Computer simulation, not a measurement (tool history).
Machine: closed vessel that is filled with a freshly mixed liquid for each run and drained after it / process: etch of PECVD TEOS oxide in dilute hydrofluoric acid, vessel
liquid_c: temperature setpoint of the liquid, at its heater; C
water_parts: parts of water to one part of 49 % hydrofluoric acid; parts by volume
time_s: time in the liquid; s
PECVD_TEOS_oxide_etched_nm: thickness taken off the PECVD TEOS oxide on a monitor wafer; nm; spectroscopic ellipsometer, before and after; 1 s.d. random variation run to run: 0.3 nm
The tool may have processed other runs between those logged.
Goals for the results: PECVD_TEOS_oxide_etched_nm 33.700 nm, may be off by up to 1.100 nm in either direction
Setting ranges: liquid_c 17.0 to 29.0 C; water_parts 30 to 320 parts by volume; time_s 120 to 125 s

run	hour	liquid_c	water_parts	time_s	PECVD_TEOS_oxide_etched_nm
1	0.0	21.0	175	120	12.545
2	1.0	23.0	145	120	17.182
3	6.6	26.5	145	120	19.360
4	8.1	27.0	125	120	23.678
5	10.8	23.5	125	120	20.581
6	13.3	25.0	115	120	23.830
7	17.7	26.0	105	120	27.922
8	22.4	27.0	100	120	30.485
9	25.5	27.5	100	120	31.135

5 candidate next runs follow, results not yet known. Just one meets every target within its allowed miss. Identify it.
A	28.6	27.5	110	120	?
B	28.6	28.0	95	120	?
C	28.6	25.5	100	125	?
D	28.6	29.0	120	125	?
E	28.6	28.5	115	120	?

move	PECVD_TEOS_oxide_etched_nm
A	27.432
B	33.031
C	29.477
D	27.350
E	27.070
A: further off than the last run
B: all results land within tolerance of their targets
C: further off than the last run
D: further off than the last run
E: further off than the last run
So the answer is move B, the one that meets all the targets.
